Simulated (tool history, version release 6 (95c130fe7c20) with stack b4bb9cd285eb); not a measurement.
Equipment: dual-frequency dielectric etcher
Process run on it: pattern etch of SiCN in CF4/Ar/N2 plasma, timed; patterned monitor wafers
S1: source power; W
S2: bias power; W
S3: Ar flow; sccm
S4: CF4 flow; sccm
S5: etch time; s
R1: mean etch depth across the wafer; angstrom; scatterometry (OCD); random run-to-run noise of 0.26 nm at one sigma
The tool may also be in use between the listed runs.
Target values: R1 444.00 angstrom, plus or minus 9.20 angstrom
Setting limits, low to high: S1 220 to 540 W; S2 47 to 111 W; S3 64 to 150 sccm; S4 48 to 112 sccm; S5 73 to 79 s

run 1 hour=0.0 | S1=380 S2=79 S3=107 S4=80 S5=79 | R1=592.68
run 2 hour=6.4 | S1=340 S2=78 S3=107 S4=80 S5=79 | R1=526.56
run 3 hour=11.4 | S1=340 S2=78 S3=107 S4=88 S5=79 | R1=532.09
run 4 hour=14.2 | S1=320 S2=78 S3=107 S4=88 S5=79 | R1=497.23
run 5 hour=20.1 | S1=380 S2=78 S3=107 S4=88 S5=79 | R1=602.06
run 6 hour=23.8 | S1=350 S2=78 S3=107 S4=88 S5=79 | R1=550.35
run 7 hour=27.1 | S1=330 S2=78 S3=107 S4=88 S5=79 | R1=517.54
run 8 hour=31.3 | S1=310 S2=78 S3=107 S4=88 S5=79 | R1=478.90
-- hour=35.0 Ar flow controller replaced
run 9 hour=35.0 | S1=300 S2=78 S3=107 S4=88 S5=79 | R1=467.34

Pick the move, out of 5, that brings all results within their allowed miss; only one does.
run A hour=38.7 | S1=280 S2=76 S3=115 S4=89 S5=79 | R1=?
run B hour=38.7 | S1=290 S2=86 S3=119 S4=66 S5=77 | R1=?
run C hour=38.7 | S1=300 S2=98 S3=132 S4=74 S5=74 | R1=?
run D hour=38.7 | S1=330 S2=80 S3=127 S4=83 S5=79 | R1=?
run E hour=38.7 | S1=330 S2=72 S3=97 S4=91 S5=79 | R1=?

move=A R1=422.91
move=B R1=425.31
move=C R1=444.45
move=D R1=503.51
move=E R1=512.64
A: carries the result that was furthest off beyond its target, to the other side
B: carries the result that was furthest off beyond its target, to the other side
C: all results land within tolerance of their targets
D: misses by more than the last run did
E: misses by more than the last run did
So the answer is move C, the one that meets all the targets.

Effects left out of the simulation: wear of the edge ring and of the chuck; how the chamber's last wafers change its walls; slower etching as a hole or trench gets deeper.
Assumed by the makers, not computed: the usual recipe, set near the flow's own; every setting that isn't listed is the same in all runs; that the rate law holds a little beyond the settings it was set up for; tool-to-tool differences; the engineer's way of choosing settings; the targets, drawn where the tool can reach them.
